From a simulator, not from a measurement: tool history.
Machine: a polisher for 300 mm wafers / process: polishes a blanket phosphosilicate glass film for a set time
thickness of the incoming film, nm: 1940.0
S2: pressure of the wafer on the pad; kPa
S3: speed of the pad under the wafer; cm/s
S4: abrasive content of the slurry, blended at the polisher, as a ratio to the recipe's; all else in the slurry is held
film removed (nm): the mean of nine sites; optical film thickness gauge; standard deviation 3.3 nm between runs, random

run 1 hour=0 | flow_of_slurry_(ml/min)=145 S2=22.1 S3=122 S4=1 polishing_time_(s)=69 | film_removed_(nm)=658.17
run 2 hour=8 | flow_of_slurry_(ml/min)=140 S2=21.4 S3=122 S4=1 polishing_time_(s)=69 | film_removed_(nm)=644.96
run 3 hour=10.3 | flow_of_slurry_(ml/min)=175 S2=21.4 S3=122 S4=1 polishing_time_(s)=69 | film_removed_(nm)=659.52
run 4 hour=16.9 | flow_of_slurry_(ml/min)=175 S2=20.7 S3=122 S4=1 polishing_time_(s)=69 | film_removed_(nm)=637.33
run 5 hour=24.3 | flow_of_slurry_(ml/min)=175 S2=20 S3=122 S4=1 polishing_time_(s)=69 | film_removed_(nm)=612.01
run 6 hour=25.8 | flow_of_slurry_(ml/min)=175 S2=24.8 S3=122 S4=1 polishing_time_(s)=69 | film_removed_(nm)=753.2
run 7 hour=33.4 | flow_of_slurry_(ml/min)=175 S2=23.4 S3=122 S4=1 polishing_time_(s)=69 | film_removed_(nm)=718.77
run 8 hour=42.4 | flow_of_slurry_(ml/min)=175 S2=22.1 S3=122 S4=1 polishing_time_(s)=69 | film_removed_(nm)=676.56
run 9 hour=46.2 | flow_of_slurry_(ml/min)=175 S2=21.4 S3=122 S4=1 polishing_time_(s)=69 | film_removed_(nm)=647.39
run 10 hour=49.9 | flow_of_slurry_(ml/min)=175 S2=20.7 S3=122 S4=1 polishing_time_(s)=69 | film_removed_(nm)=638.12
run 11 hour=54.2 | flow_of_slurry_(ml/min)=175 S2=20 S3=122 S4=1 polishing_time_(s)=69 | film_removed_(nm)=611.37
run 12 hour=60.2 | flow_of_slurry_(ml/min)=175 S2=20 S3=122 S4=1 polishing_time_(s)=69 | film_removed_(nm)=606.82
run 13 hour=69.1 | flow_of_slurry_(ml/min)=175 S2=19.3 S3=122 S4=1 polishing_time_(s)=69 | film_removed_(nm)=593.02

Run 14 has not been measured yet. What should we expect?
run 14 hour=76.4 | flow_of_slurry_(ml/min)=135 S2=14.5 S3=120 S4=1 polishing_time_(s)=69 | film_removed_(nm)=?

{"run 14": {"film removed (nm)": 428.2}}
